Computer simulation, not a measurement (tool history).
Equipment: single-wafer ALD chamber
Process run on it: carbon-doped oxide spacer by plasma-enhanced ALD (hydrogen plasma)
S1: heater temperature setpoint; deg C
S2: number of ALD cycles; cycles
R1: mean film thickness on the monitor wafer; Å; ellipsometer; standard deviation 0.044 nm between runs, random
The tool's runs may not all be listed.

run 1 hour=0.0 | S1=380 S2=242 | R1=121.65
run 2 hour=4.7 | S1=380 S2=266 | R1=134.23
run 3 hour=9.4 | S1=380 S2=283 | R1=141.76
run 4 hour=16.2 | S1=380 S2=297 | R1=150.60
run 5 hour=20.8 | S1=370 S2=297 | R1=149.03
run 6 hour=25.0 | S1=370 S2=309 | R1=155.63

What does the tool deliver on the next run?
run 7 hour=32.3 | S1=369 S2=274 | R1=?

R1: 137.18 Å
